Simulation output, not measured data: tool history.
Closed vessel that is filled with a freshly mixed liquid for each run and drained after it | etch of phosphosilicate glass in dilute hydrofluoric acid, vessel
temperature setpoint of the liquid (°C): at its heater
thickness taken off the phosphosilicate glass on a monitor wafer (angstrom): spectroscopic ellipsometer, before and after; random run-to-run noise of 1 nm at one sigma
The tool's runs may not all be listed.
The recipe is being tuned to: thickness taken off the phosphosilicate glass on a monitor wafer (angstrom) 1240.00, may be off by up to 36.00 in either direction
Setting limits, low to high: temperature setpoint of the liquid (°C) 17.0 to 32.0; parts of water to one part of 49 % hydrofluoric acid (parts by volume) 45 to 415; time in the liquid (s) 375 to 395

run  hour  temperature setpoint of the liquid (°C)  parts of water to one part of 49 % hydrofluoric acid (parts by volume)  time in the liquid (s)  thickness taken off the phosphosilicate glass on a monitor wafer (angstrom)
  1   0.0                                     24.0                                                                     230                     375                                                                       806.96
  2   6.7                                     24.0                                                                     230                     395                                                                       864.58
  3   8.8                                     25.5                                                                     225                     395                                                                       928.12
  4  12.1                                     25.5                                                                     275                     395                                                                       724.60
  5  21.4                                     27.0                                                                     260                     395                                                                       817.81
  6  23.4                                     28.0                                                                     250                     395                                                                       885.82
  7  27.5                                     29.0                                                                     240                     395                                                                       961.49
  8  33.4                                     29.5                                                                     230                     395                                                                      1053.20
  9  40.1                                     29.5                                                                     230                     395                                                                      1047.20
 10  45.3                                     30.0                                                                     225                     395                                                                      1079.90
 11  48.2                                     30.5                                                                     220                     395                                                                      1123.70
 12  51.8                                     31.0                                                                     215                     395                                                                      1200.10

Which one of the following 5 next-run settings gets every result inside its allowed miss? There is exactly one.
  A  55.4                                     32.0                                                                     215                     395                                                                            ?
  B  55.4                                     30.0                                                                     210                     390                                                                            ?
  C  55.4                                     32.0                                                                     230                     395                                                                            ?
  D  55.4                                     32.0                                                                     225                     395                                                                            ?
  E  55.4                                     30.0                                                                     190                     390                                                                            ?

move  thickness taken off the phosphosilicate glass on a monitor wafer (angstrom)
   A                                                                      1236.30
   B                                                                      1175.20
   C                                                                      1134.30
   D                                                                      1166.70
   E                                                                      1331.20
A: every result lands within tolerance
B: further off than the last run
C: further off than the last run
D: further off than the last run
E: takes the biggest miss from the last run beyond its target
Correct choice: A, which meets every target
